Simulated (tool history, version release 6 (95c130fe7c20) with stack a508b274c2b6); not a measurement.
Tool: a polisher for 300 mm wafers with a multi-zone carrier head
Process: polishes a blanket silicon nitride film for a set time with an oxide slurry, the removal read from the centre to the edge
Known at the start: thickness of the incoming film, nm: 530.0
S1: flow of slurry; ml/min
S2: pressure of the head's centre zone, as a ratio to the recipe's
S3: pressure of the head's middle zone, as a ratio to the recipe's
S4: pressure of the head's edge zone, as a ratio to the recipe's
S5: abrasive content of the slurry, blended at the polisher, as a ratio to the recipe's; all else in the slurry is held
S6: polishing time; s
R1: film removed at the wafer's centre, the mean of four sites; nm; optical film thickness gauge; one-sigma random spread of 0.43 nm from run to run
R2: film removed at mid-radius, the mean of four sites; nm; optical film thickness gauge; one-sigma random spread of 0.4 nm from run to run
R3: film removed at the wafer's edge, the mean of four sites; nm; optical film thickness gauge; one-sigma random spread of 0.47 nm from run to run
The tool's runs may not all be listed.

Run 1, day 0: S1 220 ml/min, S2 1, S3 1, S4 1, S5 1, S6 51 s. Result: R1 26.731 nm, R2 27.023 nm, R3 27.192 nm.
Run 2, day 0.279: S1 220 ml/min, S2 1, S3 1, S4 1.06, S5 1, S6 51 s. Result: R1 25.937 nm, R2 26.637 nm, R3 27.682 nm.
Run 3, day 0.467: S1 230 ml/min, S2 1.04, S3 1.03, S4 1.06, S5 1.15, S6 51 s. Result: R1 29.036 nm, R2 29.868 nm, R3 29.524 nm.
Run 4, day 0.642: S1 230 ml/min, S2 1.04, S3 1.1, S4 1.06, S5 1.15, S6 51 s. Result: R1 29.65 nm, R2 31.389 nm, R3 29.535 nm.
Run 5, day 0.725: S1 235 ml/min, S2 1.08, S3 1.09, S4 1.08, S5 1.25, S6 51 s. Result: R1 32.182 nm, R2 32.368 nm, R3 31.802 nm.
Run 6, day 1.083: S1 245 ml/min, S2 1.11, S3 1.11, S4 1.09, S5 1.3, S6 51 s. Result: R1 34.446 nm, R2 33.456 nm, R3 32.618 nm.
Run 7, day 1.146: S1 250 ml/min, S2 1.12, S3 1.13, S4 1.1, S5 1.35, S6 51 s. Result: R1 34.302 nm, R2 35.231 nm, R3 33.304 nm.

Run 8, settings as shown, results not yet in. Your forecast:
Run 8, day 1.388: S1 250 ml/min, S2 1.12, S3 1.13, S4 1.1, S5 1.35, S6 51 s. Result: R1 ?, R2 ?, R3 ?.

Run 8 produced R1 34.812 nm, R2 34.603 nm, R3 32.686 nm.

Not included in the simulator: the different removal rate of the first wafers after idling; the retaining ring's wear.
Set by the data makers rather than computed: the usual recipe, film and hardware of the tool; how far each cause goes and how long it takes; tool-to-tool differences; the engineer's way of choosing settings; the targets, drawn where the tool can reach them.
